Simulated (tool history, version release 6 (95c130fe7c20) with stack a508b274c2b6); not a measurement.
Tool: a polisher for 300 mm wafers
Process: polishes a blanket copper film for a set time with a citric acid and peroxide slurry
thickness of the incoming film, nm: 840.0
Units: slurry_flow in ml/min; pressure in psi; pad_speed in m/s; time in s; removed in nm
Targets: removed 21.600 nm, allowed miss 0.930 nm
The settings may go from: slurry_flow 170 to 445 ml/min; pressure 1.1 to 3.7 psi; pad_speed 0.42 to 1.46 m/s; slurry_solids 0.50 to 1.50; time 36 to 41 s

{"run": 1, "day": 0.0, "slurry_flow": 285, "pressure": 2.4, "pad_speed": 0.94, "slurry_solids": 1.0, "time": 41, "removed": 58.315}
{"run": 2, "day": 0.192, "slurry_flow": 285, "pressure": 2.2, "pad_speed": 0.86, "slurry_solids": 1.0, "time": 41, "removed": 51.05}
{"run": 3, "day": 0.421, "slurry_flow": 285, "pressure": 2.2, "pad_speed": 0.86, "slurry_solids": 1.0, "time": 41, "removed": 49.682}
{"run": 4, "day": 0.775, "slurry_flow": 285, "pressure": 2.0, "pad_speed": 0.78, "slurry_solids": 1.0, "time": 41, "removed": 41.43}
{"day": 1.138, "done": "worn pad replaced by a new one"}
{"run": 5, "day": 1.138, "slurry_flow": 285, "pressure": 1.8, "pad_speed": 0.74, "slurry_solids": 1.0, "time": 41, "removed": 41.312}
{"run": 6, "day": 1.217, "slurry_flow": 270, "pressure": 1.7, "pad_speed": 0.68, "slurry_solids": 0.9, "time": 40, "removed": 33.813}
{"run": 7, "day": 1.479, "slurry_flow": 270, "pressure": 1.6, "pad_speed": 0.64, "slurry_solids": 0.9, "time": 40, "removed": 31.416}
{"run": 8, "day": 1.538, "slurry_flow": 270, "pressure": 1.6, "pad_speed": 0.64, "slurry_solids": 0.9, "time": 40, "removed": 29.863}
{"run": 9, "day": 1.833, "slurry_flow": 265, "pressure": 1.5, "pad_speed": 0.62, "slurry_solids": 0.9, "time": 40, "removed": 28.123}
{"run": 10, "day": 1.875, "slurry_flow": 255, "pressure": 1.4, "pad_speed": 0.62, "slurry_solids": 0.9, "time": 40, "removed": 26.298}
{"run": 11, "day": 1.992, "slurry_flow": 240, "pressure": 1.4, "pad_speed": 0.62, "slurry_solids": 0.9, "time": 40, "removed": 25.972}
{"run": 12, "day": 2.183, "slurry_flow": 235, "pressure": 1.1, "pad_speed": 0.56, "slurry_solids": 0.9, "time": 40, "removed": 19.044}
{"run": 13, "day": 2.25, "slurry_flow": 245, "pressure": 1.1, "pad_speed": 0.56, "slurry_solids": 0.9, "time": 40, "removed": 19.155}
{"run": 14, "day": 2.342, "slurry_flow": 255, "pressure": 1.1, "pad_speed": 0.56, "slurry_solids": 0.9, "time": 40, "removed": 19.687}
{"run": 15, "day": 2.438, "slurry_flow": 285, "pressure": 1.3, "pad_speed": 0.56, "slurry_solids": 0.9, "time": 40, "removed": 22.755}

4 next moves are on the table. One of them brings every result within its allowed miss. Which?
{"run": "A", "day": 2.533, "slurry_flow": 215, "pressure": 1.5, "pad_speed": 0.52, "slurry_solids": 0.95, "time": 39, "removed": "?"}
{"run": "B", "day": 2.533, "slurry_flow": 290, "pressure": 1.4, "pad_speed": 0.56, "slurry_solids": 0.85, "time": 41, "removed": "?"}
{"run": "C", "day": 2.533, "slurry_flow": 280, "pressure": 1.4, "pad_speed": 0.48, "slurry_solids": 0.75, "time": 41, "removed": "?"}
{"run": "D", "day": 2.533, "slurry_flow": 265, "pressure": 1.3, "pad_speed": 0.58, "slurry_solids": 0.85, "time": 40, "removed": "?"}

move=A removed=23.777
move=B removed=24.904
move=C removed=21.594
move=D removed=23.116
A: further off than the last run
B: further off than the last run
C: meets every target
D: further off than the last run
Move C is the one to make.

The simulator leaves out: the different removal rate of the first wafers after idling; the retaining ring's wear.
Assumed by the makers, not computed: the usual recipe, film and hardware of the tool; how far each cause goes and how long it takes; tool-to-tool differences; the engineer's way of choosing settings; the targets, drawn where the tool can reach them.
